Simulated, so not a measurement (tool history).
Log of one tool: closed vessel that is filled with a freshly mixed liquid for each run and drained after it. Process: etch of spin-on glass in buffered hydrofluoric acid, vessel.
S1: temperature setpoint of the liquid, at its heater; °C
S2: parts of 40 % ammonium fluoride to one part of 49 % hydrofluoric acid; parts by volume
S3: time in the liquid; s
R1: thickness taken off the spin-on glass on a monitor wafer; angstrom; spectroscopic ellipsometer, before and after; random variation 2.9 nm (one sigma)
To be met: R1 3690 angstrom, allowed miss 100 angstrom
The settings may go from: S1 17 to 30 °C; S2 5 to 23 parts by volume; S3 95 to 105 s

run	day	S1	S2	S3	R1
1	0	22	14	95	1775.1
2	0.346	22	16	95	1557.7
3	0.692	22	13	95	1885.7
4	0.896	22	13	95	1924.3
5	1.017	24	12	95	2317.6
6	1.179	24	12	105	2541.7
7	1.517	25.5	11.5	105	2872.2
8	1.617	26.5	11.5	105	3023.1
9	1.712	27.5	11.5	105	3224.7
10	1.783	28	11.5	105	3287.2
11	1.946	28.5	11.5	105	3340.9
12	2.279	29	11.5	105	3462.7
13	2.371	29.5	11.5	105	3541.4

Which of these 4 next moves meets every target?
A	2.462	29.5	9	95	?
B	2.462	28	9.5	105	?
C	2.462	29.5	10	100	?
D	2.462	30	11	100	?

move	R1
A	3957.7
B	3906.3
C	3899.4
D	3648.9
A: takes the result that was furthest off past its target
B: takes the result that was furthest off past its target
C: takes the result that was furthest off past its target
D: meets every target
Move D is the one to make.

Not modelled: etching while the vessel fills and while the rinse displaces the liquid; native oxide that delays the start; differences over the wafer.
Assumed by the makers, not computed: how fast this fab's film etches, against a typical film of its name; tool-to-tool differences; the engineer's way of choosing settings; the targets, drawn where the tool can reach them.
